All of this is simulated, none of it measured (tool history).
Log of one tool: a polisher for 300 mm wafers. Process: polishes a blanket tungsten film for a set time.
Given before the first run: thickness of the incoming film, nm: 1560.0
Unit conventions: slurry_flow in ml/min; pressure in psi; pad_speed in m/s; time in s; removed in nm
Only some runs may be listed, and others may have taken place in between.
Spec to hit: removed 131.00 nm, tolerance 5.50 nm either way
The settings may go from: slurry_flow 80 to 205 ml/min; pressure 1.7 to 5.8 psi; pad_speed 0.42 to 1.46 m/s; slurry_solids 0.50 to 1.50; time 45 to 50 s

run  hour  slurry_flow  pressure  pad_speed  slurry_solids  time  removed
  1   0.0          135       3.7       0.94           1.00    50   267.40
  2   6.1          135       3.7       0.78           1.00    50   212.83
  3  13.8          135       3.7       0.64           1.00    50   179.51
  4  20.8          135       3.4       0.64           1.00    50   164.02
  5  28.3          160       3.4       0.64           1.00    50   173.89
  6  30.9          150       3.2       0.64           1.00    50   158.48
  7  34.8          145       3.1       0.64           1.00    50   152.56
  8  36.7          140       3.0       0.64           1.00    50   149.86
  9  43.1          135       2.9       0.64           1.00    50   144.64
 10  51.3          125       2.5       0.64           1.00    50   121.48
 11  54.5          125       2.5       0.64           1.00    50   123.35
 12  58.8          130       2.5       0.64           1.00    50   120.89
 13  65.5          135       2.5       0.64           1.00    50   125.41

Pick the move, out of 4, that brings all results within their allowed miss; only one does.
  A  72.2          125       2.5       0.70           1.10    45        ?
  B  72.2          120       2.4       0.72           0.95    50        ?
  C  72.2          145       2.6       0.72           1.05    49        ?
  D  72.2           85       2.6       0.66           0.95    50        ?

move  removed
   A   124.26
   B   130.67
   C   147.35
   D   117.27
A: its largest miss is bigger than the last run's
B: every result within its allowed miss
C: pushes the last run's worst result past its target
D: its largest miss is bigger than the last run's
Correct choice: B, which meets every target
